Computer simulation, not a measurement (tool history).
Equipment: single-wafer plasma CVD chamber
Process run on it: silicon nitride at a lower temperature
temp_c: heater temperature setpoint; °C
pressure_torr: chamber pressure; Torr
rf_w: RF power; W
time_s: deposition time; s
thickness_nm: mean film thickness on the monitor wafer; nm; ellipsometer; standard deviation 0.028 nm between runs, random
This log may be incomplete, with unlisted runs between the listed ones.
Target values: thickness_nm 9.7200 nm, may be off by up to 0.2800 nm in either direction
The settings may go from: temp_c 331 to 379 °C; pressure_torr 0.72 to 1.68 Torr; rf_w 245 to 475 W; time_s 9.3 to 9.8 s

run  hour  temp_c  pressure_torr  rf_w  time_s  thickness_nm
  1   0.0     355           1.20   360     9.8       11.0440
  2   5.0     355           1.17   355     9.8       10.8750
  3   6.4     347           1.17   355     9.8       10.8680
  4  14.8     347           1.14   350     9.8       10.6520
  5  19.1     347           1.12   350     9.8       10.6090
  6  23.3     347           1.32   350     9.8       11.1130
     29.1  -- thermocouple changed; heater temperature recalibrated
  7  29.1     347           1.29   345     9.8       10.9510
  8  33.6     347           1.26   340     9.8       10.7150
  9  36.1     347           1.24   335     9.8       10.5380
 10  37.3     347           1.22   335     9.8       10.4970
 11  45.1     347           1.20   335     9.8       10.4790

Pick the move, out of 4, that brings all results within their allowed miss; only one does.
  A  52.9     354           1.35   345     9.8             ?
  B  52.9     355           1.19   395     9.8             ?
  C  52.9     335           1.19   350     9.8             ?
  D  52.9     367           1.37   320     9.3             ?

move  thickness_nm
   A       10.9530
   B       11.7500
   C       10.7860
   D        9.7728
A: moves away from the targets compared with the last run
B: moves away from the targets compared with the last run
C: moves away from the targets compared with the last run
D: every result lands within tolerance
Answer: D

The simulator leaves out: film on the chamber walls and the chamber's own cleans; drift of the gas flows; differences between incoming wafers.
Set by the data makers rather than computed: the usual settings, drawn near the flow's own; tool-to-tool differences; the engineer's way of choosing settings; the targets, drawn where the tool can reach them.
